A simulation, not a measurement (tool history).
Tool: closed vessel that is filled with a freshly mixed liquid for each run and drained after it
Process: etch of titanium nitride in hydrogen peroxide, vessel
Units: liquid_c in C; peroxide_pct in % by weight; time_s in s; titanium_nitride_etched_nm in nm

{"run": 1, "hour": 0.0, "liquid_c": 48.0, "peroxide_pct": 24.5, "time_s": 35, "titanium_nitride_etched_nm": 1.9015}
{"run": 2, "hour": 8.4, "liquid_c": 48.0, "peroxide_pct": 24.5, "time_s": 30, "titanium_nitride_etched_nm": 1.6346}
{"run": 3, "hour": 17.2, "liquid_c": 49.0, "peroxide_pct": 24.5, "time_s": 30, "titanium_nitride_etched_nm": 1.801}
{"run": 4, "hour": 24.1, "liquid_c": 49.0, "peroxide_pct": 24.5, "time_s": 30, "titanium_nitride_etched_nm": 1.7648}
{"run": 5, "hour": 27.4, "liquid_c": 49.0, "peroxide_pct": 20.5, "time_s": 30, "titanium_nitride_etched_nm": 1.7261}
{"run": 6, "hour": 35.2, "liquid_c": 49.0, "peroxide_pct": 20.5, "time_s": 35, "titanium_nitride_etched_nm": 1.9749}
{"run": 7, "hour": 44.2, "liquid_c": 53.5, "peroxide_pct": 20.5, "time_s": 35, "titanium_nitride_etched_nm": 2.7632}
{"run": 8, "hour": 47.0, "liquid_c": 53.5, "peroxide_pct": 20.5, "time_s": 35, "titanium_nitride_etched_nm": 2.7629}

Forecast run 9:
{"run": 9, "hour": 50.2, "liquid_c": 53.5, "peroxide_pct": 20.5, "time_s": 35, "titanium_nitride_etched_nm": "?"}

titanium_nitride_etched_nm: 2.7289 nm
